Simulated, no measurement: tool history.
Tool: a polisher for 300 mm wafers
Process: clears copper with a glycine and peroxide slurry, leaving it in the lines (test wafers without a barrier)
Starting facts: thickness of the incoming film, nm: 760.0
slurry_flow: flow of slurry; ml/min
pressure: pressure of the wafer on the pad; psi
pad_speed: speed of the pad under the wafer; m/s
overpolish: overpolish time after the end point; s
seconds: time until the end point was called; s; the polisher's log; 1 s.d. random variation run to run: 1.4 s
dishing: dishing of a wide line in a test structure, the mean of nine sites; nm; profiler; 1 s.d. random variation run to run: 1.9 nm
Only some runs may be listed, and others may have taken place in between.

{"run": 1, "day": 0.0, "slurry_flow": 250, "pressure": 2.8, "pad_speed": 1.04, "overpolish": 26, "seconds": 117.11, "dishing": 76.58}
{"run": 2, "day": 0.338, "slurry_flow": 250, "pressure": 3, "pad_speed": 1.04, "overpolish": 27, "seconds": 112.06, "dishing": 80.366}
{"run": 3, "day": 0.533, "slurry_flow": 250, "pressure": 2.5, "pad_speed": 1.04, "overpolish": 27, "seconds": 127.6, "dishing": 74}
{"run": 4, "day": 0.696, "slurry_flow": 250, "pressure": 2.5, "pad_speed": 1.26, "overpolish": 27, "seconds": 112.04, "dishing": 77.451}
{"run": 5, "day": 0.808, "slurry_flow": 250, "pressure": 1.9, "pad_speed": 1.26, "overpolish": 27, "seconds": 140.31, "dishing": 67.244}
{"run": 6, "day": 0.938, "slurry_flow": 250, "pressure": 2.5, "pad_speed": 1.26, "overpolish": 27, "seconds": 108.19, "dishing": 80.288}
{"run": 7, "day": 1.292, "slurry_flow": 250, "pressure": 2.6, "pad_speed": 1.26, "overpolish": 28, "seconds": 103.67, "dishing": 80.967}
{"run": 8, "day": 1.488, "slurry_flow": 250, "pressure": 2.7, "pad_speed": 1.26, "overpolish": 30, "seconds": 102.85, "dishing": 84.114}
{"run": 9, "day": 1.558, "slurry_flow": 250, "pressure": 2.8, "pad_speed": 1.26, "overpolish": 31, "seconds": 101.51, "dishing": 90.102}
{"run": 10, "day": 1.792, "slurry_flow": 250, "pressure": 2.9, "pad_speed": 1.26, "overpolish": 31, "seconds": 95.446, "dishing": 92.418}
{"run": 11, "day": 1.838, "slurry_flow": 250, "pressure": 3, "pad_speed": 1.26, "overpolish": 31, "seconds": 93.551, "dishing": 95.711}
{"run": 12, "day": 2.142, "slurry_flow": 250, "pressure": 3.1, "pad_speed": 1.26, "overpolish": 31, "seconds": 92.103, "dishing": 91.554}
{"run": 13, "day": 2.271, "slurry_flow": 250, "pressure": 3.2, "pad_speed": 1.26, "overpolish": 32, "seconds": 88.164, "dishing": 97.577}
{"run": 14, "day": 2.612, "slurry_flow": 250, "pressure": 3.3, "pad_speed": 1.26, "overpolish": 32, "seconds": 84.615, "dishing": 97.411}

Run 15 has not been measured yet. What should we expect?
{"run": 15, "day": 2.912, "slurry_flow": 250, "pressure": 3.3, "pad_speed": 1.26, "overpolish": 33, "seconds": "?", "dishing": "?"}

seconds: 86.169 s
dishing: 102.99 nm
